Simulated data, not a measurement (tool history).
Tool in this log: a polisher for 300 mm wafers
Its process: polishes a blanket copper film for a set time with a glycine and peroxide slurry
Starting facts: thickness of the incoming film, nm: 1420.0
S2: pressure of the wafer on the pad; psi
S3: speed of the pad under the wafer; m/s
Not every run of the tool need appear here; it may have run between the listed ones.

run 1 hour=0 | flow_of_slurry_(ml/min)=195 S2=3 S3=1.1 polishing_time_(s)=32 | film_removed_(angstrom)=2282.6
run 2 hour=2.3 | flow_of_slurry_(ml/min)=220 S2=3 S3=1.1 polishing_time_(s)=32 | film_removed_(angstrom)=2309.7
run 3 hour=4.3 | flow_of_slurry_(ml/min)=220 S2=2.9 S3=1.1 polishing_time_(s)=32 | film_removed_(angstrom)=2248.5
run 4 hour=12.3 | flow_of_slurry_(ml/min)=190 S2=2.9 S3=1.1 polishing_time_(s)=32 | film_removed_(angstrom)=2193.2
run 5 hour=15.7 | flow_of_slurry_(ml/min)=225 S2=2.9 S3=1.1 polishing_time_(s)=32 | film_removed_(angstrom)=2227.3
run 6 hour=18.9 | flow_of_slurry_(ml/min)=225 S2=3.3 S3=1.1 polishing_time_(s)=32 | film_removed_(angstrom)=2486.6
run 7 hour=19.8 | flow_of_slurry_(ml/min)=225 S2=3.3 S3=1.1 polishing_time_(s)=32 | film_removed_(angstrom)=2460.5
run 8 hour=21.3 | flow_of_slurry_(ml/min)=210 S2=2.5 S3=1.08 polishing_time_(s)=32 | film_removed_(angstrom)=2013

Forecast run 9:
run 9 hour=22.8 | flow_of_slurry_(ml/min)=210 S2=2.4 S3=1.08 polishing_time_(s)=32 | film_removed_(angstrom)=?

film removed (angstrom): 1884.6
